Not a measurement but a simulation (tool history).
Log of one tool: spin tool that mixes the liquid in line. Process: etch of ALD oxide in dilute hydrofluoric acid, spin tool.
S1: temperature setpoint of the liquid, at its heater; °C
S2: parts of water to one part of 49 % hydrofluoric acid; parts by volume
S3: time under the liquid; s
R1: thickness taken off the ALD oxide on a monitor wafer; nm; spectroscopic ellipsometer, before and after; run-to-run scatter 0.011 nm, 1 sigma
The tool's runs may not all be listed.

Run 1, hour 0: S1 26 °C, S2 285 parts by volume, S3 55 s. Result: R1 2.744 nm.
Run 2, hour 6.8: S1 26 °C, S2 230 parts by volume, S3 55 s. Result: R1 3.6299 nm.
Run 3, hour 8.7: S1 26 °C, S2 230 parts by volume, S3 55 s. Result: R1 3.6181 nm.
Run 4, hour 16.7: S1 26 °C, S2 230 parts by volume, S3 55 s. Result: R1 3.6331 nm.
Run 5, hour 18: S1 26 °C, S2 300 parts by volume, S3 55 s. Result: R1 2.5379 nm.
Run 6, hour 26.8: S1 26 °C, S2 300 parts by volume, S3 55 s. Result: R1 2.5743 nm.

Forecast run 7:
Run 7, hour 31.1: S1 23.5 °C, S2 305 parts by volume, S3 55 s. Result: R1 ?.

{"run 7": {"R1": 2.3067}}
